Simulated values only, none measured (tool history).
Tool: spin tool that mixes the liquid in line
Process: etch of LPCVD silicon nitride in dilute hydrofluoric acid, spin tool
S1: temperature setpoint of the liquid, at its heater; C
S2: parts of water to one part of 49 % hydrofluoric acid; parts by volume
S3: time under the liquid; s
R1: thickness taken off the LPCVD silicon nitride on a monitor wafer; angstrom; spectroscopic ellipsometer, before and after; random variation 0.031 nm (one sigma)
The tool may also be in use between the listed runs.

{"run": 1, "hour": 0.0, "S1": 26, "S2": 50, "S3": 275, "R1": 38.482}
{"run": 2, "hour": 3.5, "S1": 26, "S2": 40, "S3": 275, "R1": 47.306}
{"run": 3, "hour": 6.7, "S1": 25, "S2": 40, "S3": 275, "R1": 43.954}
{"run": 4, "hour": 10.3, "S1": 25, "S2": 55, "S3": 275, "R1": 33.028}
{"run": 5, "hour": 12.5, "S1": 25, "S2": 65, "S3": 275, "R1": 27.817}
{"run": 6, "hour": 17.6, "S1": 25, "S2": 65, "S3": 300, "R1": 29.659}
{"run": 7, "hour": 24.3, "S1": 24.5, "S2": 65, "S3": 300, "R1": 29.421}
{"run": 8, "hour": 30.0, "S1": 24, "S2": 65, "S3": 300, "R1": 27.356}

The next listed run, before its measurement:
{"run": 9, "hour": 38.8, "S1": 23.5, "S2": 65, "S3": 300, "R1": "?"}

R1: 27.422 angstrom

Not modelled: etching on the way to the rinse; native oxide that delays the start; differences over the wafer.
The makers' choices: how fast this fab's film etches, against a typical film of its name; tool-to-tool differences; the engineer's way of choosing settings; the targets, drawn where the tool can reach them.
